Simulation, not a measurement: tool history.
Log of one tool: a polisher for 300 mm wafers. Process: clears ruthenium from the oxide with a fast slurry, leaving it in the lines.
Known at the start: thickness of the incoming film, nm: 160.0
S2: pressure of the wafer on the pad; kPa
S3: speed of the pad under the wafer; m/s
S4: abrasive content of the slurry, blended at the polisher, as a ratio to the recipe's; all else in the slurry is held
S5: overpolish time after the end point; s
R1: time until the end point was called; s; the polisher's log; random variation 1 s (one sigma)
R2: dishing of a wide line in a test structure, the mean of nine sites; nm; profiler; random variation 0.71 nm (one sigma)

{"run": 1, "hour": 0.0, "flow of slurry (ml/min)": 255, "S2": 11.7, "S3": 0.98, "S4": 1, "S5": 23, "R1": 66.537, "R2": 44.987}
{"run": 2, "hour": 7.6, "flow of slurry (ml/min)": 255, "S2": 10.3, "S3": 0.98, "S4": 1, "S5": 23, "R1": 74.107, "R2": 41.438}
{"run": 3, "hour": 10.0, "flow of slurry (ml/min)": 255, "S2": 9, "S3": 0.98, "S4": 1, "S5": 25, "R1": 81.407, "R2": 41.473}
{"run": 4, "hour": 17.7, "flow of slurry (ml/min)": 255, "S2": 6.9, "S3": 0.98, "S4": 1, "S5": 25, "R1": 99.83, "R2": 33.722}
{"run": 5, "hour": 23.3, "flow of slurry (ml/min)": 255, "S2": 6.9, "S3": 1.2, "S4": 1, "S5": 25, "R1": 82.645, "R2": 41.773}
{"run": 6, "hour": 26.5, "flow of slurry (ml/min)": 255, "S2": 6.9, "S3": 1.2, "S4": 1, "S5": 31, "R1": 82.979, "R2": 51.016}
{"run": 7, "hour": 28.3, "flow of slurry (ml/min)": 255, "S2": 6.2, "S3": 1.16, "S4": 1, "S5": 30, "R1": 91.175, "R2": 44.314}
{"run": 8, "hour": 32.8, "flow of slurry (ml/min)": 255, "S2": 6.2, "S3": 1.12, "S4": 1, "S5": 30, "R1": 95.037, "R2": 41.756}
{"run": 9, "hour": 33.7, "flow of slurry (ml/min)": 255, "S2": 6.2, "S3": 1.1, "S4": 1, "S5": 30, "R1": 97.68, "R2": 41.683}
{"run": 10, "hour": 39.5, "flow of slurry (ml/min)": 255, "S2": 6.2, "S3": 1.1, "S4": 1, "S5": 30, "R1": 96.555, "R2": 40.593}

The next listed run, before its measurement:
{"run": 11, "hour": 42.8, "flow of slurry (ml/min)": 255, "S2": 6.2, "S3": 1.08, "S4": 1, "S5": 30, "R1": "?", "R2": "?"}

R1: 97.006 s
R2: 41.372 nm

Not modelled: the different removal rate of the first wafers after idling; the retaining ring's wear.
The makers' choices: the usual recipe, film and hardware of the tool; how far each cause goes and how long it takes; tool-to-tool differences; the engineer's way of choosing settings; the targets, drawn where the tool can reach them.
